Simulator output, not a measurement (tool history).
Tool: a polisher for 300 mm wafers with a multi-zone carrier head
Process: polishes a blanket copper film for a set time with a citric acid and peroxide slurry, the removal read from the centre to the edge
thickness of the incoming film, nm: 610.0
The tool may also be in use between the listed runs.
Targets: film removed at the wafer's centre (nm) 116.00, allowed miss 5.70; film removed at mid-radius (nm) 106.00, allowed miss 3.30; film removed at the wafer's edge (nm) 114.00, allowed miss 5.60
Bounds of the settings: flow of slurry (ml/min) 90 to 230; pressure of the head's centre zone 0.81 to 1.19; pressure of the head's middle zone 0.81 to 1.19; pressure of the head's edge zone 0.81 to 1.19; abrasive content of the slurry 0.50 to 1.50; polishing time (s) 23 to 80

run	hour	flow of slurry (ml/min)	pressure of the head's centre zone	pressure of the head's middle zone	pressure of the head's edge zone	abrasive content of the slurry	polishing time (s)	film removed at the wafer's centre (nm)	film removed at mid-radius (nm)	film removed at the wafer's edge (nm)
1	0.0	150	1.00	1.00	1.00	1.00	51	151.82	150.32	151.67
2	5.5	150	1.00	1.00	1.00	0.85	51	142.23	143.99	144.08
3	13.6	145	1.00	0.95	0.97	0.75	50	134.66	129.63	136.65
4	15.5	145	1.00	0.95	1.04	0.75	50	136.26	129.17	138.05
5	16.8	120	1.00	0.95	1.04	0.75	50	126.09	124.55	135.24
6	23.2	120	0.94	0.95	1.04	0.75	50	119.25	123.04	136.77
7	31.6	120	0.97	0.94	1.02	0.65	49	120.49	112.81	123.77
8	38.3	100	0.96	0.93	0.95	0.60	49	108.17	106.48	112.94
9	43.8	105	0.97	0.92	0.95	0.60	49	109.68	106.92	113.54

Which of these 4 next moves meets every target?
A	49.3	90	0.95	0.90	0.98	0.60	57	?	?	?
B	49.3	150	0.83	0.87	1.19	0.70	45	?	?	?
C	49.3	135	1.03	0.93	1.00	0.50	48	?	?	?
D	49.3	95	0.90	1.02	0.91	0.55	50	?	?	?

move	film removed at the wafer's centre (nm)	film removed at mid-radius (nm)	film removed at the wafer's edge (nm)
A	119.54	115.22	132.25
B	105.59	107.00	132.98
C	116.95	106.82	115.82
D	100.61	111.71	110.52
A: brings the result that was furthest off to its target, and leaves another outside
B: further off than the last run
C: meets every target
D: further off than the last run
Answer: C
